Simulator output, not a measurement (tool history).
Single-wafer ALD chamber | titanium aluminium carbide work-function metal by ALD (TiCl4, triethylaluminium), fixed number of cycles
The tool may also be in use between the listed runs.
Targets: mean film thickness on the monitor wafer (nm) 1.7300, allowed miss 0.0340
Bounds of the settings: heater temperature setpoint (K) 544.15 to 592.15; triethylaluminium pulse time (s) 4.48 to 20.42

run	hour	heater temperature setpoint (K)	triethylaluminium pulse time (s)	mean film thickness on the monitor wafer (nm)
1	0.0	568.15	12.45	1.9082
2	5.6	565.15	12.03	1.8663
3	14.5	572.15	12.03	1.9405
4	20.0	569.15	11.65	1.8954
5	25.8	566.15	11.32	1.8955
6	30.1	571.15	11.32	1.9069
7	33.9	568.15	10.64	1.9002
8	41.8	564.15	10.59	1.8457
9	42.9	562.15	10.36	1.8350
10	50.3	560.15	10.14	1.8046
11	51.2	559.15	10.00	1.8096

4 next moves are on the table. One of them brings every result within its allowed miss. Which?
A	52.1	568.15	6.08	?
B	52.1	550.15	11.72	?
C	52.1	547.15	8.28	?
D	52.1	557.15	10.93	?

move	mean film thickness on the monitor wafer (nm)
A	1.8096
B	1.7295
C	1.6651
D	1.7892
A: as far off as the last run
B: meets every target
C: takes the result that was furthest off past its target
D: nearer than the last run, and not there yet
The right move is B.
